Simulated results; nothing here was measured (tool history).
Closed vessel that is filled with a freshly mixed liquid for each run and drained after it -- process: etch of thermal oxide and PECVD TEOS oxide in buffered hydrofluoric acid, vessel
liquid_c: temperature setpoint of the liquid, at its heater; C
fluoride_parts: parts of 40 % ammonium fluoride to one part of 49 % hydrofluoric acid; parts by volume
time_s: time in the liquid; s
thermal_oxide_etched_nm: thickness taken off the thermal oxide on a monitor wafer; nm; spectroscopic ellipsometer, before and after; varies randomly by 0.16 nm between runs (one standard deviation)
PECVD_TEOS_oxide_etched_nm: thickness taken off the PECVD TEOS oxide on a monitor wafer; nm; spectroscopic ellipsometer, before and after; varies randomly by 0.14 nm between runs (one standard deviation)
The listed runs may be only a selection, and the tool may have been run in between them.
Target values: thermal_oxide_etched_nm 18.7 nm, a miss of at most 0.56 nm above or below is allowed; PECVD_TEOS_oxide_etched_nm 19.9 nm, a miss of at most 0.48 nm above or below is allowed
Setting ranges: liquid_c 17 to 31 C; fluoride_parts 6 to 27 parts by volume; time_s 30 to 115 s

run	hour	liquid_c	fluoride_parts	time_s	thermal_oxide_etched_nm	PECVD_TEOS_oxide_etched_nm
1	0	23	16.5	60	36.84	38.65
2	2.2	21.5	16.5	60	34.1	35.712
3	11.3	21.5	20	60	28.135	29.165
4	15.8	21.5	17.5	60	31.736	33.935
5	20.5	20.5	19	60	27.651	29.4
6	28	22	19	60	29.829	32.101
7	36.3	20.5	20	60	26.267	27.807
8	41	20.5	20	60	26.615	28.003
9	47.4	19.5	21	60	24.442	25.718
10	55.2	19	22	60	22.708	23.907
11	56.1	18.5	22.5	60	21.621	23.241
12	64.7	18.5	23	60	21.042	22.739
13	74	18	23.5	60	20.461	21.778
14	80.3	17.5	24	60	19.741	20.718
15	87.1	17.5	24.5	60	19.066	20.594

Which one of the following 4 next-run settings gets every result inside its allowed miss? There is exactly one.
A	93.9	17.5	22.5	55	?	?
B	93.9	18	27	65	?	?
C	93.9	17.5	24	60	?	?
D	93.9	17	20.5	55	?	?

move	thermal_oxide_etched_nm	PECVD_TEOS_oxide_etched_nm
A	18.879	19.735
B	20.236	21.153
C	19.696	20.589
D	19.566	20.453
A: every result within its allowed miss
B: lands further from the targets than the last run did
C: lands further from the targets than the last run did
D: lands further from the targets than the last run did
Move A is the one to make.
